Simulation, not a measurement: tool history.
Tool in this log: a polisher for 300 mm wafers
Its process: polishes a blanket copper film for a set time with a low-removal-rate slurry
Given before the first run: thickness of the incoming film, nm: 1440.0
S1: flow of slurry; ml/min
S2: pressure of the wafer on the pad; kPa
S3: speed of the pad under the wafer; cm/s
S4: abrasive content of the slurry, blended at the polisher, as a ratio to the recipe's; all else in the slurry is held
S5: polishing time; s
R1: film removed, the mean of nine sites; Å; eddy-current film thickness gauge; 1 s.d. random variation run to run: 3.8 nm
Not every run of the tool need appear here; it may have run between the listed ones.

run  hour   S1    S2  S3   S4  S5      R1
  1   0.0  260  22.8  94  1.0  84  2834.0
  2   5.6  260  22.8  94  1.0  84  2846.3
  3   9.9  260  24.1  94  1.0  84  3012.0
  4  10.8  260  18.6  94  1.0  84  2381.0
  5  19.8  260  18.6  94  0.9  84  2278.9
  6  23.8  260  20.7  94  0.9  84  2513.3
  7  28.1  265  27.6  96  0.9  84  3355.6
  8  35.3  265  28.3  96  0.9  84  3445.2

Expected results for the next run?
  9  42.7  265  29.0  96  0.9  84   ?

R1: 3457.0 Å
